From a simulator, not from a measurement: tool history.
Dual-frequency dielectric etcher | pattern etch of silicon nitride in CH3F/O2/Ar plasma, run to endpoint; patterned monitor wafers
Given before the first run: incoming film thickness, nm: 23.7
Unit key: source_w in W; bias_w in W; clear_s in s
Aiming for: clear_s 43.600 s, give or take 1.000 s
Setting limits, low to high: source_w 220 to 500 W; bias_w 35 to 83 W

run,hour,source_w,bias_w,clear_s
1,0.0,360,59,39.449
2,4.3,410,59,37.395
3,11.6,410,55,38.412
4,15.4,380,55,39.216
5,21.0,360,54,40.347
6,23.9,350,53,41.462
7,31.9,340,53,41.196
# hour 38.8: wet clean of the chamber
8,38.8,330,52,40.368
9,39.7,310,49,42.512

Pick the move, out of 4, that brings all results within their allowed miss; only one does.
A,40.6,390,50,?
B,40.6,330,47,?
C,40.6,340,44,?
D,40.6,270,53,?

move,clear_s
A,37.951
B,41.283
C,41.607
D,43.020
A: its largest miss is bigger than the last run's
B: its largest miss is bigger than the last run's
C: its largest miss is bigger than the last run's
D: each result inside its tolerance
D is the move that brings every result within its allowed miss.
